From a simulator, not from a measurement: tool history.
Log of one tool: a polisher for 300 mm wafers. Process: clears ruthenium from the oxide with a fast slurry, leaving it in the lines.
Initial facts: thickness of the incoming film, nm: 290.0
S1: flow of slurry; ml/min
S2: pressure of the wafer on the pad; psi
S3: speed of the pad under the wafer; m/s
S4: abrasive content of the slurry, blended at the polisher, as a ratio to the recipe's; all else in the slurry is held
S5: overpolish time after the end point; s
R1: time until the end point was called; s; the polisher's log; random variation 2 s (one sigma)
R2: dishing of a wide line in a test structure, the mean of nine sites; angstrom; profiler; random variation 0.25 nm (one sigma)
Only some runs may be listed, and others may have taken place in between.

run  hour   S1   S2    S3  S4  S5      R1      R2
  1     0  240  3.5  1.04   1  17  67.908  595.22
  2   3.4  260  3.5  1.04   1  17  68.086  587.91
  3   7.5  270  3.3  0.98   1  16  75.518  521.46
  4   8.4  280  3.2  0.94   1  15  80.776  458.96
  5  13.8  250  3.2  0.94   1  15  80.509   453.8
  6  21.8  250  3.2  0.94   1  10  79.845  326.09
  7  30.4  240  3.1   0.9   1   9  85.922  271.36
  8    36  240    3  0.88   1   9  90.575  267.22
  9  38.2  240  2.9  0.86   1   9  96.034   244.6
 10  40.7  240  2.8  0.84   1   9  102.43  236.02
 11  47.4  240  2.7  0.84   1   9  103.63  226.17

What will run 12 give?
 12    50  240  2.6  0.82   1   9   ?   ?

{"run 12": {"R1": 110.14, "R2": 224.16}}

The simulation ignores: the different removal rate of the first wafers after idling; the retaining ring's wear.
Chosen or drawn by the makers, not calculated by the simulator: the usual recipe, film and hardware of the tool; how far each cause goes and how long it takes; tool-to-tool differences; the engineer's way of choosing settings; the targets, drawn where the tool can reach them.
